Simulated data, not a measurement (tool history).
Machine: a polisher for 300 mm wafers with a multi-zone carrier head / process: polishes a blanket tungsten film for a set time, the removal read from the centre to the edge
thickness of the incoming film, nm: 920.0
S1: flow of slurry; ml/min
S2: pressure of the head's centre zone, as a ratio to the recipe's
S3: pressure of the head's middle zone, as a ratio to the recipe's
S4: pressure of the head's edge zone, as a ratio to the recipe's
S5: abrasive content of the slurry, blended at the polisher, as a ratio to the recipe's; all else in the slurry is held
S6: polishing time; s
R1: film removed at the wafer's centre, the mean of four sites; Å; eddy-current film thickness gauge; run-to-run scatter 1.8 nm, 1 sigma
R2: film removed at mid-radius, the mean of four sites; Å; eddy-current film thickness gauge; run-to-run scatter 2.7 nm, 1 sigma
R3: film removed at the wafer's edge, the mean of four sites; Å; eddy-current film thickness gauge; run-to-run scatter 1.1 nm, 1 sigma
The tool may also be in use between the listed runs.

run	hour	S1	S2	S3	S4	S5	S6	R1	R2	R3
1	0.0	185	1.00	1.00	1.00	1.00	38	2652.6	2669.4	2672.1
2	6.0	175	0.95	1.01	0.96	0.85	35	2193.4	2407.9	2295.6
3	11.3	195	0.95	1.01	0.96	0.85	35	2203.7	2482.6	2347.2
4	15.8	180	0.92	1.00	0.93	0.75	33	1922.4	2179.1	2069.6
5	19.0	180	0.92	1.07	0.93	0.75	33	1923.8	2350.5	2054.9
6	19.6	170	0.89	1.05	0.91	0.70	33	1835.8	2174.1	1977.1
7	28.4	170	0.87	1.05	0.91	0.65	32	1726.8	2092.3	1859.8
8	35.5	170	0.85	1.05	0.93	0.60	31	1557.7	1882.2	1800.8
# hour 41.1: worn pad replaced by a new one
9	41.1	160	0.84	1.06	0.92	0.60	31	1689.3	2155.3	1971.3
10	46.6	180	0.83	1.06	0.92	0.60	31	1728.5	2197.0	1985.9

Run 11 has not been measured yet. What should we expect?
11	53.1	165	0.84	1.07	0.92	0.60	31	?	?	?

Run 11 came out at R1 1689.3 Å, R2 2167.1 Å, R3 1977.3 Å.
